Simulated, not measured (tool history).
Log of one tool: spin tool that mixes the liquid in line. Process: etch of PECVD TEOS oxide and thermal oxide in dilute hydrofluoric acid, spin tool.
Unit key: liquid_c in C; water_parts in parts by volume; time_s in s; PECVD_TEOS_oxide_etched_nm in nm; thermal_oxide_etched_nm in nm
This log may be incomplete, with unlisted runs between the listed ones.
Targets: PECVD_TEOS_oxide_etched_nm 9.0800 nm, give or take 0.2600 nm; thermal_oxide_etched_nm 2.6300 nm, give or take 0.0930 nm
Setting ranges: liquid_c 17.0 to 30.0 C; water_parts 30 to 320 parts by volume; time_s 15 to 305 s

{"run": 1, "day": 0.0, "liquid_c": 22.0, "water_parts": 175, "time_s": 155, "PECVD_TEOS_oxide_etched_nm": 12.832, "thermal_oxide_etched_nm": 3.6866}
{"run": 2, "day": 0.317, "liquid_c": 21.0, "water_parts": 180, "time_s": 155, "PECVD_TEOS_oxide_etched_nm": 11.891, "thermal_oxide_etched_nm": 3.4772}
{"run": 3, "day": 0.521, "liquid_c": 20.5, "water_parts": 185, "time_s": 155, "PECVD_TEOS_oxide_etched_nm": 11.339, "thermal_oxide_etched_nm": 3.2639}
{"run": 4, "day": 0.588, "liquid_c": 20.0, "water_parts": 190, "time_s": 155, "PECVD_TEOS_oxide_etched_nm": 10.747, "thermal_oxide_etched_nm": 3.0751}
{"run": 5, "day": 0.825, "liquid_c": 19.5, "water_parts": 190, "time_s": 155, "PECVD_TEOS_oxide_etched_nm": 10.648, "thermal_oxide_etched_nm": 3.0264}
{"run": 6, "day": 1.175, "liquid_c": 19.5, "water_parts": 195, "time_s": 155, "PECVD_TEOS_oxide_etched_nm": 10.251, "thermal_oxide_etched_nm": 2.9817}
{"run": 7, "day": 1.529, "liquid_c": 19.0, "water_parts": 195, "time_s": 155, "PECVD_TEOS_oxide_etched_nm": 10.141, "thermal_oxide_etched_nm": 2.9235}
{"run": 8, "day": 1.833, "liquid_c": 18.5, "water_parts": 195, "time_s": 155, "PECVD_TEOS_oxide_etched_nm": 9.8982, "thermal_oxide_etched_nm": 2.8503}

Consider the 4 candidate settings below. Which is the only one whose results all fall within their allowed miss of target?
{"run": "A", "day": 2.138, "liquid_c": 17.0, "water_parts": 160, "time_s": 150, "PECVD_TEOS_oxide_etched_nm": "?", "thermal_oxide_etched_nm": "?"}
{"run": "B", "day": 2.138, "liquid_c": 19.0, "water_parts": 130, "time_s": 95, "PECVD_TEOS_oxide_etched_nm": "?", "thermal_oxide_etched_nm": "?"}
{"run": "C", "day": 2.138, "liquid_c": 17.5, "water_parts": 155, "time_s": 115, "PECVD_TEOS_oxide_etched_nm": "?", "thermal_oxide_etched_nm": "?"}
{"run": "D", "day": 2.138, "liquid_c": 23.0, "water_parts": 230, "time_s": 170, "PECVD_TEOS_oxide_etched_nm": "?", "thermal_oxide_etched_nm": "?"}

move=A PECVD_TEOS_oxide_etched_nm=11.3420 thermal_oxide_etched_nm=3.3134
move=B PECVD_TEOS_oxide_etched_nm=9.8828 thermal_oxide_etched_nm=2.8872
move=C PECVD_TEOS_oxide_etched_nm=9.2049 thermal_oxide_etched_nm=2.6891
move=D PECVD_TEOS_oxide_etched_nm=10.5280 thermal_oxide_etched_nm=3.0756
A: further off than the last run
B: about the same distance from the targets as the last run
C: meets every target
D: further off than the last run
Correct choice: C, which meets every target

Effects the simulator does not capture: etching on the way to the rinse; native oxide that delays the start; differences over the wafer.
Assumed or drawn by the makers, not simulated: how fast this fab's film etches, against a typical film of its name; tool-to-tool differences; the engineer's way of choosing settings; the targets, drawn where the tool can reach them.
